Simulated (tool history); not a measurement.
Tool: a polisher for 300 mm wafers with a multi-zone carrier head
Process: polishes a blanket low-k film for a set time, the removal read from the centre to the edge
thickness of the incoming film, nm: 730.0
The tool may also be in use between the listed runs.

run,hour,flow of slurry (ml/min),pressure of the head's centre zone,pressure of the head's middle zone,pressure of the head's edge zone,abrasive content of the slurry,polishing time (s),film removed at the wafer's centre (Å),film removed at mid-radius (Å),film removed at the wafer's edge (Å)
1,0,240,1,1,1,1,66,306.07,306.82,304.41
2,5.7,295,1,1,1,1,66,308.61,314.23,304.22
3,11.9,295,1,1.05,1,1,66,303.96,327.53,310.17
4,20.7,295,1,1.01,1,1,66,313.38,316.86,307.65
5,23.4,295,1,1.01,1,1.15,66,326.29,335.79,325.59
6,32.4,295,1,1.05,1,1.15,66,331.13,340.37,329.53

The next listed run, before its measurement:
7,34,275,0.97,0.98,1.02,1,65,?,?,?

{"run 7": {"film removed at the wafer's centre (Å)": 291.35, "film removed at mid-radius (Å)": 310.18, "film removed at the wafer's edge (Å)": 307.13}}
